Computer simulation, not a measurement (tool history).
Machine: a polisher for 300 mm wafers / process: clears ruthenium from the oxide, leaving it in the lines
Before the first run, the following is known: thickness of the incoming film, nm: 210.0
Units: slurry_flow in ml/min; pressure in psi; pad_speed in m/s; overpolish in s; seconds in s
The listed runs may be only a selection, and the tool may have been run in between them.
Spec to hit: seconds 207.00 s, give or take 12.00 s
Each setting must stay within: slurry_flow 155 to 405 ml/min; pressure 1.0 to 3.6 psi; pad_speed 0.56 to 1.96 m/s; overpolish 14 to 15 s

run,hour,slurry_flow,pressure,pad_speed,overpolish,seconds
1,0.0,260,2.3,1.26,14,117.13
2,7.6,215,2.3,1.26,14,117.46
3,13.0,190,2.3,1.26,14,122.92
4,20.1,190,2.3,1.26,14,124.54
5,26.2,190,2.1,1.24,14,138.97
6,32.6,190,2.1,1.24,14,135.50
7,35.1,190,2.0,1.24,14,147.00
8,43.4,190,1.9,1.24,14,148.66
9,50.7,190,1.8,1.24,14,156.19
10,55.2,190,1.7,1.24,14,166.91
11,63.6,190,1.6,1.24,14,176.58
12,66.6,190,1.2,1.22,14,223.12

Exercise: of the 4 proposed moves below, exactly one satisfies all targets within the stated allowed misses. Which move is it?
A,69.6,185,1.2,1.34,14,?
B,69.6,155,1.3,1.12,15,?
C,69.6,205,1.3,1.10,15,?
D,69.6,250,1.0,1.40,14,?

move,seconds
A,207.63
B,238.02
C,230.47
D,223.32
A: meets every target
B: misses by more than the last run did
C: misses by more than the last run did
D: roughly where the last run was
A meets every target.
